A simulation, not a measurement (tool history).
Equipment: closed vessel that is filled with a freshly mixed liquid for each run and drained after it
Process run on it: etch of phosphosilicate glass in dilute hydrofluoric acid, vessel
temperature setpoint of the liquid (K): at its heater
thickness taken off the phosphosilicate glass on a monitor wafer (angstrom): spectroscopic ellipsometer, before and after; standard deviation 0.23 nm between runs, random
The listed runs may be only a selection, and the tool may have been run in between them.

| run | hour | temperature setpoint of the liquid (K) | parts of water to one part of 49 % hydrofluoric acid (parts by volume) | time in the liquid (s) | thickness taken off the phosphosilicate glass on a monitor wafer (angstrom) |
|---|---|---|---|---|---|
| 1 | 0 | 294.15 | 195 | 30 | 74.853 |
| 2 | 7.8 | 295.65 | 195 | 30 | 79.117 |
| 3 | 10.2 | 297.65 | 140 | 30 | 127.43 |
| 4 | 16.9 | 295.15 | 140 | 30 | 115.77 |
| 5 | 19.8 | 297.65 | 105 | 30 | 177.95 |
| 6 | 28.9 | 299.15 | 85 | 30 | 236.45 |
| 7 | 34.6 | 300.15 | 80 | 30 | 267.07 |
| 8 | 41.4 | 302.15 | 60 | 30 | 393.26 |

Run 9 has not been measured yet. What should we expect?
| 9 | 46.1 | 301.65 | 60 | 30 | ? |

Run 9 produced thickness taken off the phosphosilicate glass on a monitor wafer (angstrom) 388.11.
